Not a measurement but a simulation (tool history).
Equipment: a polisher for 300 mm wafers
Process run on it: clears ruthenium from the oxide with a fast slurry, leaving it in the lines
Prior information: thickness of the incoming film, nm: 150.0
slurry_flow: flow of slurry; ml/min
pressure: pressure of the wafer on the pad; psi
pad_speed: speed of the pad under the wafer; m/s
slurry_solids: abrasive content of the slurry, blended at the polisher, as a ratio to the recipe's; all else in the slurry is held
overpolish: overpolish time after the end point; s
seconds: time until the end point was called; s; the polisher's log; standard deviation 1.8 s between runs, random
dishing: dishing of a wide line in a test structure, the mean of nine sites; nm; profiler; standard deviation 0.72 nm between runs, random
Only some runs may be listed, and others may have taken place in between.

run  hour  slurry_flow  pressure  pad_speed  slurry_solids  overpolish  seconds  dishing
  1     0          175       1.7       0.96              1          25   67.299    42.09
  2   3.3          175       1.7       0.82              1          25   78.848   36.207
  3   7.3          175       1.6       0.82              1          27   83.363   36.958
  4  16.2          175       1.5       0.82              1          29   90.364   38.377
  5  18.2          175       1.5       0.82              1          25    85.95   32.481
  6  22.3          175       1.5       0.82              1          27    89.55   35.205
  7  23.1          175       1.5       0.82              1          29   91.042   38.175

Run 8 comes next. What will it give?
  8  24.6          175       1.5       0.82              1          30        ?        ?

seconds: 86.7 s
dishing: 38.457 nm
